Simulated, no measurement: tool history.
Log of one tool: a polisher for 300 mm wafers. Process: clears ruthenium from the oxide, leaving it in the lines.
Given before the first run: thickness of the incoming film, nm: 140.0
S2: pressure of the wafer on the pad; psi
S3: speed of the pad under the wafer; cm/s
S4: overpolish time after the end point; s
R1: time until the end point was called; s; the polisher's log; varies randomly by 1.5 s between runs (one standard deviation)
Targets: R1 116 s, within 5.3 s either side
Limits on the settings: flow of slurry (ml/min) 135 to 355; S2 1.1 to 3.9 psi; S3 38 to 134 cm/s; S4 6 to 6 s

Run 1, hour 0: flow of slurry (ml/min) 225, S2 2.5 psi, S3 86 cm/s, S4 6 s. Result: R1 153.49 s.
Run 2, hour 6.9: flow of slurry (ml/min) 225, S2 2.5 psi, S3 86 cm/s, S4 6 s. Result: R1 150.6 s.
Run 3, hour 9.6: flow of slurry (ml/min) 225, S2 2.6 psi, S3 86 cm/s, S4 6 s. Result: R1 151.59 s.
Run 4, hour 17.5: flow of slurry (ml/min) 225, S2 2.3 psi, S3 86 cm/s, S4 6 s. Result: R1 170.07 s.
Run 5, hour 18.4: flow of slurry (ml/min) 170, S2 2.3 psi, S3 86 cm/s, S4 6 s. Result: R1 176.7 s.
Run 6, hour 22.5: flow of slurry (ml/min) 175, S2 2.5 psi, S3 86 cm/s, S4 6 s. Result: R1 162.02 s.
Run 7, hour 26.7: flow of slurry (ml/min) 175, S2 2.5 psi, S3 86 cm/s, S4 6 s. Result: R1 162.48 s.
Run 8, hour 32.4: flow of slurry (ml/min) 180, S2 2.6 psi, S3 86 cm/s, S4 6 s. Result: R1 154.24 s.
Run 9, hour 36.7: flow of slurry (ml/min) 185, S2 2.7 psi, S3 86 cm/s, S4 6 s. Result: R1 149.87 s.

4 candidate next runs follow, results not yet known. Just one meets every target within its allowed miss. Identify it.
Run A, hour 41: flow of slurry (ml/min) 185, S2 3.2 psi, S3 106 cm/s, S4 6 s. Result: R1 ?.
Run B, hour 41: flow of slurry (ml/min) 190, S2 2.9 psi, S3 104 cm/s, S4 6 s. Result: R1 ?.
Run C, hour 41: flow of slurry (ml/min) 195, S2 3.1 psi, S3 112 cm/s, S4 6 s. Result: R1 ?.
Run D, hour 41: flow of slurry (ml/min) 175, S2 3 psi, S3 114 cm/s, S4 6 s. Result: R1 ?.

move      R1
   A  104.78
   B  116.75
   C  102.16
   D  105.72
A: takes the biggest miss from the last run beyond its target
B: every result lands within tolerance
C: takes the biggest miss from the last run beyond its target
D: takes the biggest miss from the last run beyond its target
Move B is the one to make.

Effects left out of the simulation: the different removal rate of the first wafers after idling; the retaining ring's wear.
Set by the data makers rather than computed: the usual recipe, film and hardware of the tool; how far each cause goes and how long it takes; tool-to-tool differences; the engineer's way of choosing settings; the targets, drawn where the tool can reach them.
